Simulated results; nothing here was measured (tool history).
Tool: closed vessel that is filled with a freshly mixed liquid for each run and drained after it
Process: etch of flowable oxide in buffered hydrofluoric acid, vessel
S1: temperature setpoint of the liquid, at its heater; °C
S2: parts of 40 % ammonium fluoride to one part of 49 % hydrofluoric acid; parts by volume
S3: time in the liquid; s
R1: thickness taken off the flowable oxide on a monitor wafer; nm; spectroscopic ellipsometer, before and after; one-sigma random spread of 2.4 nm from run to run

| run | hour | S1 | S2 | S3 | R1 |
|---|---|---|---|---|---|
| 1 | 0 | 23 | 11 | 100 | 397.01 |
| 2 | 2.2 | 25 | 11 | 100 | 442.77 |
| 3 | 6 | 22.5 | 11.5 | 100 | 365.11 |
| 4 | 7 | 21 | 11.5 | 100 | 335.72 |
| 5 | 8.1 | 19.5 | 11.5 | 100 | 303.83 |
| 6 | 11.1 | 22 | 11.5 | 100 | 353.34 |
| 7 | 19.5 | 20.5 | 11.5 | 100 | 332.88 |

For run 8, what comes out?
| 8 | 22.6 | 17 | 13 | 100 | ? |

R1: 237.66 nm
